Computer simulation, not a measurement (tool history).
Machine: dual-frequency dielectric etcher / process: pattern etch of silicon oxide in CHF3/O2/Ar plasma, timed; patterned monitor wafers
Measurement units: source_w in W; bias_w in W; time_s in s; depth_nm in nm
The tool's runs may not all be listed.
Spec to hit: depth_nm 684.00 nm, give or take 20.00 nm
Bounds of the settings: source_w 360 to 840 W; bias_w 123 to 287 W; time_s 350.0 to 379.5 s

run,hour,source_w,bias_w,time_s,depth_nm
1,0.0,600,205,379.5,798.11
2,2.4,710,205,379.5,859.27
3,5.6,710,182,379.5,818.96
4,12.4,710,205,379.5,858.86
5,20.5,710,205,379.5,852.43
6,22.0,710,205,350.0,793.15
7,30.0,670,199,350.0,760.94
8,33.5,650,196,350.0,749.57
9,36.3,630,193,350.0,729.35
10,45.1,620,192,350.0,721.78
11,54.0,610,191,350.0,722.48
12,60.8,530,178,350.0,657.47
13,68.0,540,179,350.0,660.68

Consider the 4 candidate settings below. Which is the only one whose results all fall within their allowed miss of target?
A,75.2,490,207,355.5,?
B,75.2,640,168,362.5,?
C,75.2,540,127,379.5,?
D,75.2,540,160,350.0,?

move,depth_nm
A,684.62
B,718.60
C,618.33
D,630.18
A: meets every target
B: pushes the last run's worst result past its target
C: moves away from the targets compared with the last run
D: moves away from the targets compared with the last run
So the answer is move A, the one that meets all the targets.
